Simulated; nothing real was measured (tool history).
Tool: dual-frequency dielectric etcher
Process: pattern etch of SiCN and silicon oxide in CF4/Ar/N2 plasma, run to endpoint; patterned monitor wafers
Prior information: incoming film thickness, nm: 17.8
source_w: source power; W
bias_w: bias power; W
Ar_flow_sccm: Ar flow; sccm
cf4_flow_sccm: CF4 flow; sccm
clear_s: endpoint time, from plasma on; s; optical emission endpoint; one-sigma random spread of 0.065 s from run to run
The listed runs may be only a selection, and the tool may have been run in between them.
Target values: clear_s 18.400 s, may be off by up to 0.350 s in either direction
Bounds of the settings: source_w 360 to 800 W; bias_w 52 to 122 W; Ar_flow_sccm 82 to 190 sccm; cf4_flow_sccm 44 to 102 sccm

run 1 hour=0.0 | source_w=580 bias_w=87 Ar_flow_sccm=136 cf4_flow_sccm=73 | clear_s=15.177
run 2 hour=5.2 | source_w=530 bias_w=87 Ar_flow_sccm=136 cf4_flow_sccm=73 | clear_s=16.218
run 3 hour=10.2 | source_w=620 bias_w=87 Ar_flow_sccm=136 cf4_flow_sccm=73 | clear_s=14.405
run 4 hour=13.8 | source_w=620 bias_w=87 Ar_flow_sccm=125 cf4_flow_sccm=73 | clear_s=14.170
run 5 hour=20.4 | source_w=570 bias_w=86 Ar_flow_sccm=125 cf4_flow_sccm=73 | clear_s=15.176
run 6 hour=21.8 | source_w=640 bias_w=86 Ar_flow_sccm=125 cf4_flow_sccm=73 | clear_s=14.019
run 7 hour=28.8 | source_w=580 bias_w=85 Ar_flow_sccm=125 cf4_flow_sccm=73 | clear_s=15.203
run 8 hour=37.8 | source_w=540 bias_w=84 Ar_flow_sccm=125 cf4_flow_sccm=73 | clear_s=15.994
run 9 hour=46.2 | source_w=510 bias_w=84 Ar_flow_sccm=125 cf4_flow_sccm=73 | clear_s=16.584

Exactly one of the 5 candidate moves below puts every result within its allowed miss. Which one?
run A hour=54.6 | source_w=530 bias_w=76 Ar_flow_sccm=100 cf4_flow_sccm=77 | clear_s=?
run B hour=54.6 | source_w=500 bias_w=80 Ar_flow_sccm=147 cf4_flow_sccm=72 | clear_s=?
run C hour=54.6 | source_w=430 bias_w=69 Ar_flow_sccm=134 cf4_flow_sccm=84 | clear_s=?
run D hour=54.6 | source_w=450 bias_w=85 Ar_flow_sccm=135 cf4_flow_sccm=72 | clear_s=?
run E hour=54.6 | source_w=480 bias_w=83 Ar_flow_sccm=131 cf4_flow_sccm=77 | clear_s=?

move=A clear_s=16.022
move=B clear_s=17.777
move=C clear_s=20.080
move=D clear_s=18.315
move=E clear_s=17.425
A: further off than the last run
B: gains on the last run, yet a result remains outside its allowed miss
C: takes the biggest miss from the last run beyond its target
D: every result within its allowed miss
E: gains on the last run, yet a result remains outside its allowed miss
Answer: D

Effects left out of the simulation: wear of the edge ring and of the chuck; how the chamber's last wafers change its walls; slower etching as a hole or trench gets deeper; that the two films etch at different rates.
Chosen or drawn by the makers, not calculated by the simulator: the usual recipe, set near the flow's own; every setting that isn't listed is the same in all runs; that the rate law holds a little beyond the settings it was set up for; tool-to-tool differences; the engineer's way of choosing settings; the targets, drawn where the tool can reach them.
